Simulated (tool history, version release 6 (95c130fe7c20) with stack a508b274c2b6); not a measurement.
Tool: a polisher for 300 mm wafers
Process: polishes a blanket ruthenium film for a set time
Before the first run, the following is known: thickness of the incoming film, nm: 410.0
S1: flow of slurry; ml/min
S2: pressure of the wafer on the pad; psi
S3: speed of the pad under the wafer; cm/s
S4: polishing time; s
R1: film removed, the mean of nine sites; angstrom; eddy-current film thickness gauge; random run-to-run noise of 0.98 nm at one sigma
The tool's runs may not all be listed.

| run | hour | S1 | S2 | S3 | S4 | R1 |
|---|---|---|---|---|---|---|
| 1 | 0.0 | 310 | 1.5 | 112 | 93 | 961.94 |
| 2 | 0.9 | 310 | 1.5 | 134 | 93 | 1117.20 |
| 3 | 8.0 | 310 | 1.4 | 134 | 93 | 1095.70 |
| 4 | 14.7 | 310 | 1.3 | 132 | 93 | 1010.40 |
| 5 | 21.0 | 310 | 1.3 | 132 | 93 | 1014.70 |
| 6 | 25.9 | 310 | 1.2 | 130 | 93 | 935.50 |
| 7 | 27.4 | 310 | 1.1 | 130 | 93 | 878.63 |

Forecast run 8:
| 8 | 35.5 | 310 | 1.0 | 130 | 93 | ? |

R1: 826.42 angstrom
